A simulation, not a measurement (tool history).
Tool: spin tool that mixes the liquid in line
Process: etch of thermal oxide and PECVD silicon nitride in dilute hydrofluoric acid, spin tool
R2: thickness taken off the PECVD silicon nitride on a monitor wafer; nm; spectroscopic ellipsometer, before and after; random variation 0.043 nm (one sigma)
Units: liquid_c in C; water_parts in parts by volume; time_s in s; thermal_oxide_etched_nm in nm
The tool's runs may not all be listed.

Run 1, hour 0: liquid_c 23 C, water_parts 45 parts by volume, time_s 180 s. Result: thermal_oxide_etched_nm 22.513 nm, R2 8.055 nm.
Run 2, hour 0.8: liquid_c 22.5 C, water_parts 45 parts by volume, time_s 180 s. Result: thermal_oxide_etched_nm 21.759 nm, R2 7.7089 nm.
Run 3, hour 8.7: liquid_c 22 C, water_parts 45 parts by volume, time_s 180 s. Result: thermal_oxide_etched_nm 21.205 nm, R2 7.5516 nm.
Run 4, hour 15: liquid_c 21 C, water_parts 45 parts by volume, time_s 180 s. Result: thermal_oxide_etched_nm 20.495 nm, R2 6.9588 nm.
At hour 18.3: hydrofluoric acid flow meter replaced.
Run 5, hour 18.3: liquid_c 23 C, water_parts 45 parts by volume, time_s 180 s. Result: thermal_oxide_etched_nm 20.002 nm, R2 7.1769 nm.
Run 6, hour 21.5: liquid_c 22.5 C, water_parts 45 parts by volume, time_s 180 s. Result: thermal_oxide_etched_nm 19.537 nm, R2 6.9839 nm.

Run 7 comes next. What will it give?
Run 7, hour 24: liquid_c 22.5 C, water_parts 45 parts by volume, time_s 180 s. Result: thermal_oxide_etched_nm ?, R2 ?.

{"run 7": {"thermal_oxide_etched_nm": 19.469, "R2": 6.958}}
